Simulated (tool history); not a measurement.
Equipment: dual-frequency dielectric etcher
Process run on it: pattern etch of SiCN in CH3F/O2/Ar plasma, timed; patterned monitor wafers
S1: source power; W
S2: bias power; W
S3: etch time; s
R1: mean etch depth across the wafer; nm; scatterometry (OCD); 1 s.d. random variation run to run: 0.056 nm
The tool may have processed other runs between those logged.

run	hour	S1	S2	S3	R1
1	0	510	101	27.5	12.492
2	3.2	530	103	27.5	12.72
3	6.4	550	105	27.5	12.867
4	9	550	105	27.5	12.943
5	15.8	490	105	27.5	12.538
6	21.1	520	108	27.5	12.896

The next listed run, before its measurement:
7	25	540	110	27.5	?

R1: 13.131 nm

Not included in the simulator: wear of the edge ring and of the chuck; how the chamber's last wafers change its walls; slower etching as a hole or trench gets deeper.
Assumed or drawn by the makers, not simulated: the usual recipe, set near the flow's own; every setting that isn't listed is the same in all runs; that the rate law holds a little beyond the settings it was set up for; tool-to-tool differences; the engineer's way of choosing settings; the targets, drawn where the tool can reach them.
